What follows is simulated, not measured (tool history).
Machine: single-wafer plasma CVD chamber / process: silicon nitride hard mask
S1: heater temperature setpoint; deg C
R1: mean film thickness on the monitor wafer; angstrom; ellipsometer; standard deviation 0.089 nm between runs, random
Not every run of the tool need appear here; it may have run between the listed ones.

Run 1, hour 0.0: S1 415 deg C, chamber pressure (Torr) 1.18, RF power (kW) 0.225, deposition time (s) 40.9. Result: R1 364.14 angstrom.
Run 2, hour 2.8: S1 415 deg C, chamber pressure (Torr) 1.11, RF power (kW) 0.225, deposition time (s) 40.9. Result: R1 355.05 angstrom.
Run 3, hour 10.3: S1 415 deg C, chamber pressure (Torr) 1.06, RF power (kW) 0.225, deposition time (s) 40.9. Result: R1 350.13 angstrom.
Run 4, hour 16.8: S1 408 deg C, chamber pressure (Torr) 1.06, RF power (kW) 0.225, deposition time (s) 40.9. Result: R1 350.32 angstrom.
Run 5, hour 20.9: S1 408 deg C, chamber pressure (Torr) 1.02, RF power (kW) 0.225, deposition time (s) 40.9. Result: R1 345.40 angstrom.
Run 6, hour 28.6: S1 408 deg C, chamber pressure (Torr) 0.94, RF power (kW) 0.225, deposition time (s) 40.9. Result: R1 333.78 angstrom.

What does the tool deliver on the next run?
Run 7, hour 30.5: S1 408 deg C, chamber pressure (Torr) 0.94, RF power (kW) 0.225, deposition time (s) 40.9. Result: R1 ?.

R1: 333.82 angstrom

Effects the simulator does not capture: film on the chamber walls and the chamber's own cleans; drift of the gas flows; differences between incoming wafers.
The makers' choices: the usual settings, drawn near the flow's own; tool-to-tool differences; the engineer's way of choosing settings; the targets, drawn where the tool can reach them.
